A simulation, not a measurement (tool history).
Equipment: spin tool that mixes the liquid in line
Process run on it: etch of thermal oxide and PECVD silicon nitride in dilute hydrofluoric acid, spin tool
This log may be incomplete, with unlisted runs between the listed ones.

run	hour	temperature setpoint of the liquid (°C)	parts of water to one part of 49 % hydrofluoric acid (parts by volume)	time under the liquid (s)	thickness taken off the thermal oxide on a monitor wafer (angstrom)	thickness taken off the PECVD silicon nitride on a monitor wafer (angstrom)
1	0.0	25.0	150	180	53.438	31.822
2	7.9	25.0	120	180	68.920	40.057
3	9.8	25.0	120	115	43.899	25.225
4	14.3	23.0	120	115	40.434	22.094
5	17.7	25.0	135	120	40.738	23.609
6	18.7	25.0	135	50	16.943	9.955
7	25.8	27.5	115	50	22.175	13.746
8	31.8	29.5	95	50	29.676	18.607
9	35.7	30.5	90	50	32.632	20.692
10	38.1	31.5	85	50	36.083	24.039
11	43.6	32.0	85	50	37.042	24.523
12	50.4	32.5	85	50	37.682	25.040

Estimate the outcome of run 13 from the log above:
13	57.6	33.0	85	50	?	?

{"run 13": {"thickness taken off the thermal oxide on a monitor wafer (angstrom)": 38.509, "thickness taken off the PECVD silicon nitride on a monitor wafer (angstrom)": 25.872}}
